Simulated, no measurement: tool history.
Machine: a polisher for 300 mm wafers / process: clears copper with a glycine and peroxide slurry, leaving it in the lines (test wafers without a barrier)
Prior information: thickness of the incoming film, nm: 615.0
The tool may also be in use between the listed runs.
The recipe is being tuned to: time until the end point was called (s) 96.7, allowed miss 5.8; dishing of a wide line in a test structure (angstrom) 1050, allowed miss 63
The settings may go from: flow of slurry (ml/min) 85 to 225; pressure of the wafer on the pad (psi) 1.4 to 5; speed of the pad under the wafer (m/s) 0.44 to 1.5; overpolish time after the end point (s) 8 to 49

run    day  flow of slurry (ml/min)  pressure of the wafer on the pad (psi)  speed of the pad under the wafer (m/s)  overpolish time after the end point (s)  time until the end point was called (s)  dishing of a wide line in a test structure (angstrom)
  1      0                      145                                     3.2                                    0.96                                       25                                   140.25                                                 655.03
  2  0.083                      145                                     3.5                                    0.96                                       27                                   129.85                                                 770.73
  3    0.4                      145                                     3.5                                    0.96                                       32                                    133.3                                                 841.75
  4  0.725                      145                                     3.8                                    0.98                                       31                                   120.71                                                 870.48
  5  0.879                      145                                     3.8                                    0.98                                       23                                   118.87                                                  697.7
  6  0.962                      145                                     3.8                                    1.08                                       23                                   113.63                                                 743.59
  7  1.275                      145                                     3.9                                     1.1                                       25                                   107.54                                                 795.75
  8  1.358                      145                                       4                                     1.1                                       27                                   107.77                                                 863.91
  9    1.6                      145                                     4.1                                     1.1                                       28                                   103.55                                                  874.9
 10  1.675                      145                                     4.2                                     1.1                                       29                                   102.63                                                 916.01
 11  1.846                      145                                     4.3                                     1.1                                       30                                   97.995                                                 951.83
 12  2.029                      145                                     4.3                                     1.1                                       31                                   97.514                                                  991.5

Which one of the following 4 next-run settings gets every result inside its allowed miss? There is exactly one.
  A  2.212                      115                                     4.9                                     1.1                                       25                                        ?                                                      ?
  B  2.212                      125                                     4.6                                    1.08                                       28                                        ?                                                      ?
  C  2.212                      145                                     4.4                                    1.08                                       29                                        ?                                                      ?
  D  2.212                      145                                     4.4                                    1.12                                       34                                        ?                                                      ?

move  time until the end point was called (s)  dishing of a wide line in a test structure (angstrom)
   A                                   97.032                                                 882.44
   B                                   100.86                                                 925.02
   C                                   100.01                                                 949.23
   D                                   97.299                                                 1061.1
A: misses by more than the last run did
B: misses by more than the last run did
C: misses by more than the last run did
D: hits every target within its allowed miss
D is the move that brings every result within its allowed miss.
